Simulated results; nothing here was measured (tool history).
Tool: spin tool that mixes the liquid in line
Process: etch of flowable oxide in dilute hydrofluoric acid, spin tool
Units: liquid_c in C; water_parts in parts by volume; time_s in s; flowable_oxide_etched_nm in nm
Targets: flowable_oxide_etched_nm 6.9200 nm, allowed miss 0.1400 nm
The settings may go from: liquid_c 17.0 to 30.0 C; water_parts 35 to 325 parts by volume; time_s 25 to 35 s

| run | day | liquid_c | water_parts | time_s | flowable_oxide_etched_nm |
|---|---|---|---|---|---|
| 1 | 0.000 | 22.0 | 180 | 35 | 5.8197 |
| 2 | 0.304 | 20.0 | 180 | 35 | 5.4309 |
| 3 | 0.392 | 21.0 | 180 | 35 | 5.5983 |
| 4 | 0.729 | 22.0 | 180 | 35 | 5.8170 |
| 5 | 1.088 | 22.0 | 135 | 35 | 8.2509 |
| 6 | 1.371 | 25.5 | 135 | 35 | 9.3784 |
| 7 | 1.429 | 24.0 | 135 | 35 | 8.8565 |
| 8 | 1.654 | 20.0 | 135 | 35 | 7.5871 |
| 9 | 1.846 | 20.0 | 135 | 35 | 7.6240 |
| 10 | 2.088 | 19.5 | 135 | 35 | 7.3586 |

Which of these 4 next moves meets every target?
| A | 2.329 | 20.0 | 140 | 35 | ? |
| B | 2.329 | 17.0 | 90 | 25 | ? |
| C | 2.329 | 17.0 | 130 | 35 | ? |
| D | 2.329 | 21.5 | 120 | 25 | ? |

| move | flowable_oxide_etched_nm |
|---|---|
| A | 7.2898 |
| B | 7.5444 |
| C | 7.0187 |
| D | 6.5925 |
A: nearer than the last run, and not there yet
B: further off than the last run
C: meets every target
D: takes the result that was furthest off past its target
The right move is C.

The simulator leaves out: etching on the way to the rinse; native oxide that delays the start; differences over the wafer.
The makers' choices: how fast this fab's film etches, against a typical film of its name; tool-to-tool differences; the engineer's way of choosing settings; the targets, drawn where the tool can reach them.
